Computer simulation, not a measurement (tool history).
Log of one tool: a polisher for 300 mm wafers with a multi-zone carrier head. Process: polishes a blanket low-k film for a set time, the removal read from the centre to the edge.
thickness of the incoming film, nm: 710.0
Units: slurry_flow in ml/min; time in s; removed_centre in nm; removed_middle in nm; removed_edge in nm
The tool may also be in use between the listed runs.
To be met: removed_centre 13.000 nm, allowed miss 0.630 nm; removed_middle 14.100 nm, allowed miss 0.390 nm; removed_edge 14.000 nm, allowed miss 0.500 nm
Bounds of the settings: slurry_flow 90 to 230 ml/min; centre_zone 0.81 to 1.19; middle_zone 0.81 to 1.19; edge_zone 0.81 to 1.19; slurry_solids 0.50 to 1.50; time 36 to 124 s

run	hour	slurry_flow	centre_zone	middle_zone	edge_zone	slurry_solids	time	removed_centre	removed_middle	removed_edge
1	0.0	150	1.00	1.00	1.00	1.00	79	15.407	15.114	15.329
2	1.1	150	1.00	1.06	1.00	1.00	79	15.487	15.679	15.337
3	6.3	150	1.00	1.06	1.04	1.00	79	15.516	15.656	15.663
4	13.2	170	1.00	1.06	1.04	1.00	79	15.938	16.316	15.833
5	20.0	155	0.98	1.05	1.01	1.00	79	14.987	15.909	15.529
6	28.4	145	0.97	1.04	0.99	1.00	79	14.970	15.510	15.174
7	34.8	135	0.95	1.03	0.98	1.00	79	14.569	15.178	14.867
8	36.5	100	0.87	1.00	0.96	0.95	79	11.752	13.514	13.891
9	40.3	130	0.92	1.01	0.93	0.95	79	13.475	14.668	14.461

Which of these 5 next moves meets every target?
A	44.1	145	1.04	1.00	0.86	0.85	73	?	?	?
B	44.1	180	0.84	1.03	0.85	0.70	90	?	?	?
C	44.1	120	0.91	0.87	0.94	1.05	81	?	?	?
D	44.1	120	0.86	0.95	0.99	0.95	83	?	?	?
E	44.1	90	0.91	1.01	0.90	1.00	83	?	?	?

move	removed_centre	removed_middle	removed_edge
A	13.863	13.038	12.488
B	13.464	16.033	14.728
C	13.773	13.314	15.085
D	12.896	14.173	15.300
E	12.694	14.015	14.095
A: takes the result that was furthest off past its target
B: further off than the last run
C: takes the result that was furthest off past its target
D: brings the result that was furthest off to its target, and leaves another outside
E: meets every target
Answer: E
